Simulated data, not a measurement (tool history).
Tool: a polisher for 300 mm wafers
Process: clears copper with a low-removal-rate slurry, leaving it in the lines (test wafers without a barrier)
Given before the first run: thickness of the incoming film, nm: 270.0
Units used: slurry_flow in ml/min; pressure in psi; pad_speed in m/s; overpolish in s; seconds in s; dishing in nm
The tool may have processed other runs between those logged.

{"run": 1, "hour": 0.0, "slurry_flow": 245, "pressure": 2.8, "pad_speed": 1.32, "slurry_solids": 1.0, "overpolish": 14, "seconds": 86.717, "dishing": 35.375}
{"run": 2, "hour": 7.1, "slurry_flow": 250, "pressure": 3.0, "pad_speed": 1.32, "slurry_solids": 1.0, "overpolish": 13, "seconds": 81.56, "dishing": 36.119}
{"run": 3, "hour": 10.4, "slurry_flow": 235, "pressure": 3.1, "pad_speed": 1.34, "slurry_solids": 1.0, "overpolish": 12, "seconds": 79.276, "dishing": 33.886}
{"run": 4, "hour": 17.4, "slurry_flow": 245, "pressure": 3.2, "pad_speed": 1.34, "slurry_solids": 1.0, "overpolish": 11, "seconds": 77.444, "dishing": 32.23}
{"run": 5, "hour": 21.6, "slurry_flow": 245, "pressure": 3.2, "pad_speed": 1.62, "slurry_solids": 1.0, "overpolish": 11, "seconds": 65.239, "dishing": 38.823}
{"run": 6, "hour": 27.8, "slurry_flow": 245, "pressure": 3.2, "pad_speed": 1.62, "slurry_solids": 1.0, "overpolish": 13, "seconds": 63.735, "dishing": 43.919}
{"run": 7, "hour": 31.7, "slurry_flow": 250, "pressure": 3.3, "pad_speed": 1.62, "slurry_solids": 1.0, "overpolish": 12, "seconds": 61.898, "dishing": 42.784}
{"run": 8, "hour": 37.7, "slurry_flow": 255, "pressure": 3.3, "pad_speed": 1.62, "slurry_solids": 1.0, "overpolish": 11, "seconds": 62.041, "dishing": 39.71}
{"run": 9, "hour": 39.1, "slurry_flow": 260, "pressure": 3.3, "pad_speed": 1.62, "slurry_solids": 1.0, "overpolish": 10, "seconds": 61.99, "dishing": 36.951}
{"run": 10, "hour": 42.8, "slurry_flow": 275, "pressure": 3.5, "pad_speed": 1.62, "slurry_solids": 1.0, "overpolish": 4, "seconds": 59.103, "dishing": 16.595}

The next listed run, before its measurement:
{"run": 11, "hour": 43.7, "slurry_flow": 260, "pressure": 3.5, "pad_speed": 1.62, "slurry_solids": 1.0, "overpolish": 4, "seconds": "?", "dishing": "?"}

{"run 11": {"seconds": 59.351, "dishing": 16.552}}

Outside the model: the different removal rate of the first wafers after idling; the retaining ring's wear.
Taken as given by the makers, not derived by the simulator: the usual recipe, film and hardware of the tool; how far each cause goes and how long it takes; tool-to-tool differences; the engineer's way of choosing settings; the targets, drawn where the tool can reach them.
